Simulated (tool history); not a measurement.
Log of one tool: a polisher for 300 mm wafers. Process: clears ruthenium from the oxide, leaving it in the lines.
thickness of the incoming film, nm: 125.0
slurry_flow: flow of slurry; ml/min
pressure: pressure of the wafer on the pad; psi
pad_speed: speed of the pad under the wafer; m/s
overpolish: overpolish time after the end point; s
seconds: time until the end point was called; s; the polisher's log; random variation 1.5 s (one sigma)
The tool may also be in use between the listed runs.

run    day  slurry_flow  pressure  pad_speed  overpolish  seconds
  1  0.000          185       2.4       0.80          45   90.626
  2  0.371          185       2.4       0.80          45   91.524
  3  0.392          180       2.1       0.78          45  102.530
  4  0.721          220       2.1       0.78          45   99.768
  5  0.917          220       2.1       0.78          48   99.586
  6  1.179          220       1.8       0.78          48  108.220
  7  1.350          210       1.7       0.72          48  118.660
  8  1.517          205       1.6       0.66          48  133.110
  9  1.621          205       1.6       0.66          48  131.050
 10  1.875          200       1.5       0.62          48  143.870
 11  2.100          195       1.4       0.60          48  156.860
 12  2.425          185       1.3       0.60          48  159.040

Run 13 comes next. What will it give?
 13  2.558          185       1.3       0.60          48        ?

Run 13 gave seconds 162.640 s.
